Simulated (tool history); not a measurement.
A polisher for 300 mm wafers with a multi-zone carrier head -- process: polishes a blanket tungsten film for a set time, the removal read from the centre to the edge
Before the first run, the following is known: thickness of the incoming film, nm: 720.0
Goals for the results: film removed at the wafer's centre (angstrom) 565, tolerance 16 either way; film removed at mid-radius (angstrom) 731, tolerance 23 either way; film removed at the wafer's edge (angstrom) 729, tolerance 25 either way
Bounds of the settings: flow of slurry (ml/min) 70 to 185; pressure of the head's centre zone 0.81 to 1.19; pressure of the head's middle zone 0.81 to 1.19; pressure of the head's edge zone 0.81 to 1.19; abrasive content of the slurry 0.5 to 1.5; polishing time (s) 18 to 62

run,hour,flow of slurry (ml/min),pressure of the head's centre zone,pressure of the head's middle zone,pressure of the head's edge zone,abrasive content of the slurry,polishing time (s),film removed at the wafer's centre (angstrom),film removed at mid-radius (angstrom),film removed at the wafer's edge (angstrom)
1,0,120,1,1,1,1,40,1494.9,1501.8,1407.3
2,8.8,105,0.94,1.01,1.03,0.85,33,1062.9,1136.3,1137.2
3,16.1,95,0.9,1.03,1.01,0.75,29,834.28,964.74,944.51
4,22.3,90,0.87,1.03,1,0.65,28,757.06,907.79,861.35
# hour 25.2: edge zone pressure recalibrated
5,25.2,85,0.85,1.03,1.02,0.6,27,689.06,837.81,857.79
6,29.1,80,0.84,1.03,1.01,0.55,26,617.37,765.07,785.47
7,36.9,75,0.83,1.03,1,0.55,26,592.91,735.83,784.03
8,45,80,0.82,1.08,0.9,0.5,25,574.53,761.61,715.86
9,53.4,80,0.82,1.07,0.91,0.5,25,568.3,759.19,724.59

Consider the 5 candidate settings below. Which is the only one whose results all fall within their allowed miss of target?
A,61.8,80,0.81,1.1,0.91,0.6,24,?,?,?
B,61.8,80,0.83,0.97,0.92,0.5,26,?,?,?
C,61.8,75,0.81,1.11,0.88,0.5,26,?,?,?
D,61.8,80,0.81,1.02,0.91,0.5,25,?,?,?
E,61.8,85,0.82,1.17,0.85,0.55,24,?,?,?

move,film removed at the wafer's centre (angstrom),film removed at mid-radius (angstrom),film removed at the wafer's edge (angstrom)
A,569.9,770.76,718.27
B,612.04,727.11,759.11
C,578.82,792.95,729.43
D,574.9,729.51,725.76
E,584.76,820.17,695.96
A: lands further from the targets than the last run did
B: brings the result that was furthest off to its target, and leaves another outside
C: lands further from the targets than the last run did
D: in spec on every target
E: lands further from the targets than the last run did
Correct choice: D, which meets every target
